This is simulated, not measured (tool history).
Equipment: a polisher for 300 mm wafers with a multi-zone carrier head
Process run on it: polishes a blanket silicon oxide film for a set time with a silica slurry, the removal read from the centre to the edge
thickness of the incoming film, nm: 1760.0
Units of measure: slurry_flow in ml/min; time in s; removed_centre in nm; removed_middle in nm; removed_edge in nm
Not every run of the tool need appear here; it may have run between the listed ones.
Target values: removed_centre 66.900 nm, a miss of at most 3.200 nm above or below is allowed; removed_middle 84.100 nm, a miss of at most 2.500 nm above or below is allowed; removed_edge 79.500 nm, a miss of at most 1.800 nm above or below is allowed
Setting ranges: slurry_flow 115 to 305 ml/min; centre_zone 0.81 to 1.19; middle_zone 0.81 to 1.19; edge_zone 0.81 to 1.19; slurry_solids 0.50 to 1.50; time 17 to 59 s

run   hour  slurry_flow  centre_zone  middle_zone  edge_zone  slurry_solids  time  removed_centre  removed_middle  removed_edge
  1    0.0          195         1.00         1.00       1.00           1.00    38         102.940          99.195        98.050
  2    8.3          180         0.96         1.01       1.00           0.95    38          92.770          95.177        96.252
  3   16.6          180         0.96         0.97       1.00           0.95    38          92.186          92.244        95.908
  4   24.7          230         0.96         0.97       1.00           0.95    38          94.790          95.249        97.986
  5   32.2          230         0.96         0.97       1.00           1.05    38         103.730         101.690       103.380
  6   37.9          230         0.96         0.97       1.00           1.15    38         105.090         104.100       109.190
  7   42.8          220         0.93         0.98       0.97           1.05    38          95.261         102.720       102.370
  8   48.4          220         0.93         0.98       0.97           1.05    38          99.021         102.530       102.360
  9   56.6          210         0.90         0.98       0.96           0.95    38          89.906          95.169        95.710
 10   61.0          195         0.88         1.01       0.97           0.90    38          84.177          93.780        92.454
 11   66.6          195         0.88         1.01       0.97           0.90    38          82.150          94.860        90.819
 12   71.9          195         0.88         1.01       0.97           0.90    38          83.250          94.790        92.844
 13   80.6          185         0.86         1.01       0.96           0.85    38          77.108          89.587        87.621
 14   88.6          175         0.85         1.01       0.95           0.85    38          75.751          88.431        87.099
 15   97.3          165         0.84         1.02       0.94           0.85    38          72.269          90.107        87.244
 16  103.3          165         0.84         1.02       0.92           0.80    38          72.046          85.129        82.949
 17  107.4          160         0.83         1.03       0.91           0.80    38          70.378          86.242        80.706
 18  111.5          155         0.83         1.03       0.91           0.80    38          70.198          85.977        81.734
 19  119.9          150         0.83         1.03       0.91           0.80    38          67.943          84.427        81.406

Pick the move, out of 5, that brings all results within their allowed miss; only one does.
  A  128.3          155         0.82         1.08       0.97           0.65    45               ?               ?             ?
  B  128.3          150         0.81         1.04       0.92           0.95    33               ?               ?             ?
  C  128.3          115         0.81         1.12       0.82           0.80    39               ?               ?             ?
  D  128.3          205         0.90         1.18       0.84           0.80    35               ?               ?             ?
  E  128.3          180         0.91         1.12       0.94           0.65    43               ?               ?             ?

move  removed_centre  removed_middle  removed_edge
   A          70.158          89.464        82.985
   B          67.399          84.335        79.338
   C          68.727          91.920        78.515
   D          73.453          91.602        74.157
   E          75.788          89.520        79.224
A: further off than the last run
B: all results land within tolerance of their targets
C: corrects the largest miss of the last run, while another result sits out of spec
D: pushes the last run's worst result past its target
E: corrects the largest miss of the last run, while another result sits out of spec
The right move is B.
